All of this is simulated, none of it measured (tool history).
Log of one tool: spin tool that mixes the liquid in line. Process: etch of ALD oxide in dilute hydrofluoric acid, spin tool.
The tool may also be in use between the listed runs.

run,hour,temperature setpoint of the liquid (K),parts of water to one part of 49 % hydrofluoric acid (parts by volume),time under the liquid (s),thickness taken off the ALD oxide on a monitor wafer (nm)
1,0.0,295.15,100,190,24.561
2,3.2,293.65,110,190,20.417
3,5.2,292.65,115,190,18.545
4,8.3,292.65,115,205,20.782
5,10.6,292.15,120,205,18.967
6,15.3,294.15,120,205,20.483
7,18.1,293.15,125,205,19.002
8,21.3,292.15,130,205,17.358
9,24.3,291.65,135,205,16.063
10,27.5,291.15,135,205,15.891

The next listed run, before its measurement:
11,35.8,290.65,135,205,?

Run 11 gave thickness taken off the ALD oxide on a monitor wafer (nm) 15.762.
